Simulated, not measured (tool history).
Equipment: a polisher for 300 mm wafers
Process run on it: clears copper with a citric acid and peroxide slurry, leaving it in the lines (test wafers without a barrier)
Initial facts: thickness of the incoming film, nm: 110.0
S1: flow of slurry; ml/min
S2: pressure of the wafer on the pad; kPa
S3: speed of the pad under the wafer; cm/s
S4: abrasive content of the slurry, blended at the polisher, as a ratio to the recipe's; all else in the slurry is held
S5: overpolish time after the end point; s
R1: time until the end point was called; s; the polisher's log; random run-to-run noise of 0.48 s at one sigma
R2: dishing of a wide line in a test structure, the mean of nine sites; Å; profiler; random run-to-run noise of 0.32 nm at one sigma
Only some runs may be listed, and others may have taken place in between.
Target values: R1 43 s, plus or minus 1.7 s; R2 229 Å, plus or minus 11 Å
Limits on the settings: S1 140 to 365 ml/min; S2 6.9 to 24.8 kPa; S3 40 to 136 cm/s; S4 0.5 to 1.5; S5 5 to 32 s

| run | hour | S1 | S2 | S3 | S4 | S5 | R1 | R2 |
|---|---|---|---|---|---|---|---|---|
| 1 | 0 | 235 | 15.9 | 88 | 1 | 16 | 69.768 | 186.07 |
| 2 | 7.9 | 235 | 15.9 | 106 | 1 | 16 | 58.891 | 226.43 |
| 3 | 12.6 | 235 | 15.9 | 106 | 1 | 11 | 58.327 | 159.06 |
| 4 | 20.7 | 235 | 15.9 | 106 | 1 | 15 | 60.083 | 208.34 |
| 5 | 25.4 | 280 | 15.9 | 106 | 1 | 15 | 58.605 | 216.67 |
| 6 | 28.4 | 280 | 17.2 | 106 | 1 | 14 | 53.285 | 215.13 |
| 7 | 33.1 | 280 | 17.9 | 106 | 1 | 14 | 51.426 | 218.55 |
| 8 | 35.7 | 280 | 18.6 | 106 | 1 | 14 | 50.158 | 228.05 |
| 9 | 38.7 | 280 | 19.3 | 106 | 1 | 13 | 48.607 | 222.09 |
| 10 | 42.3 | 290 | 21.4 | 106 | 1 | 11 | 43.572 | 210.85 |

4 candidate next runs follow, results not yet known. Just one meets every target within its allowed miss. Identify it.
| A | 45.9 | 285 | 22.1 | 100 | 1.2 | 10 | ? | ? |
| B | 45.9 | 265 | 21.4 | 106 | 1 | 11 | ? | ? |
| C | 45.9 | 300 | 22.1 | 104 | 0.95 | 12 | ? | ? |
| D | 45.9 | 270 | 21.4 | 108 | 0.95 | 10 | ? | ? |

| move | R1 | R2 |
|---|---|---|
| A | 43.525 | 190.69 |
| B | 44.515 | 203.7 |
| C | 43.914 | 223.38 |
| D | 44.12 | 188.17 |
A: the biggest miss grows against the last run
B: the biggest miss grows against the last run
C: every result lands within tolerance
D: the biggest miss grows against the last run
The right move is C.
